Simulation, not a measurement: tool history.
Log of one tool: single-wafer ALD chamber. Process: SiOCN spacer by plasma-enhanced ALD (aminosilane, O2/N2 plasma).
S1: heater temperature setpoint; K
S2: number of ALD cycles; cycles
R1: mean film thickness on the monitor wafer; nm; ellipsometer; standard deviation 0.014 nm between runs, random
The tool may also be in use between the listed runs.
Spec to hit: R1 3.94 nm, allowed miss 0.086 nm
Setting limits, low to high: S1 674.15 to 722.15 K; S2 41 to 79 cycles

{"run": 1, "day": 0.0, "S1": 698.15, "S2": 60, "R1": 3.3808}
{"run": 2, "day": 0.042, "S1": 696.15, "S2": 61, "R1": 3.4696}
{"run": 3, "day": 0.296, "S1": 700.15, "S2": 61, "R1": 3.4452}
{"run": 4, "day": 0.521, "S1": 691.15, "S2": 61, "R1": 3.56}
{"run": 5, "day": 0.75, "S1": 689.15, "S2": 62, "R1": 3.6087}
{"run": 6, "day": 1.004, "S1": 689.15, "S2": 57, "R1": 3.3433}
{"run": 7, "day": 1.325, "S1": 687.15, "S2": 58, "R1": 3.419}
{"run": 8, "day": 1.658, "S1": 686.15, "S2": 59, "R1": 3.4899}
{"run": 9, "day": 1.958, "S1": 685.15, "S2": 60, "R1": 3.5721}
{"run": 10, "day": 2.154, "S1": 684.15, "S2": 61, "R1": 3.644}
{"run": 11, "day": 2.242, "S1": 683.15, "S2": 62, "R1": 3.7055}
{"run": 12, "day": 2.546, "S1": 682.15, "S2": 62, "R1": 3.7247}
{"run": 13, "day": 2.858, "S1": 681.15, "S2": 62, "R1": 3.7289}
{"run": 14, "day": 3.183, "S1": 680.15, "S2": 62, "R1": 3.7451}
{"run": 15, "day": 3.4, "S1": 679.15, "S2": 62, "R1": 3.7459}

Which single option among these 4 for the next run brings every result within its allowed miss of target? Just one does.
{"run": "A", "day": 3.617, "S1": 674.15, "S2": 62, "R1": "?"}
{"run": "B", "day": 3.617, "S1": 683.15, "S2": 63, "R1": "?"}
{"run": "C", "day": 3.617, "S1": 685.15, "S2": 66, "R1": "?"}
{"run": "D", "day": 3.617, "S1": 689.15, "S2": 64, "R1": "?"}

move=A R1=3.7768
move=B R1=3.7467
move=C R1=3.8977
move=D R1=3.7262
A: nearer the targets than the last run, but a result is still out of spec
B: no nearer and no further than the last run
C: in spec on every target
D: lands further from the targets than the last run did
So the answer is move C, the one that meets all the targets.
